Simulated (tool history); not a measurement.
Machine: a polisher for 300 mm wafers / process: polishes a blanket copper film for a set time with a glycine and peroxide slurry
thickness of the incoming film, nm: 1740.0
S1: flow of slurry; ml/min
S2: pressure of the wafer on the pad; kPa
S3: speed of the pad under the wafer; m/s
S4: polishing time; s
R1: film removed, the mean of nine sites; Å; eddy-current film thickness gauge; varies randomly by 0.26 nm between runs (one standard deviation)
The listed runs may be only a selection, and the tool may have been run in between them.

run	day	S1	S2	S3	S4	R1
1	0.000	230	12.4	0.86	17	614.44
2	0.062	225	10.3	0.82	17	521.25
3	0.096	220	9.0	0.78	17	458.48
4	0.146	215	8.3	0.76	17	426.81
5	0.438	215	10.3	0.76	17	495.90
6	0.671	215	8.3	0.76	17	430.62
7	1.021	215	7.6	0.76	17	412.39
8	1.079	210	6.9	0.74	17	378.41
9	1.188	205	6.9	0.74	17	378.91
10	1.346	195	6.9	0.74	17	385.36
11	1.458	195	6.2	0.74	17	360.44
12	1.742	190	6.2	0.74	17	359.14
13	1.917	180	5.5	0.74	17	332.81
14	2.262	185	5.5	0.74	17	334.17
15	2.462	190	5.5	0.74	17	338.68

For run 16, what comes out?
16	2.671	195	5.5	0.74	17	?

R1: 335.64 Å

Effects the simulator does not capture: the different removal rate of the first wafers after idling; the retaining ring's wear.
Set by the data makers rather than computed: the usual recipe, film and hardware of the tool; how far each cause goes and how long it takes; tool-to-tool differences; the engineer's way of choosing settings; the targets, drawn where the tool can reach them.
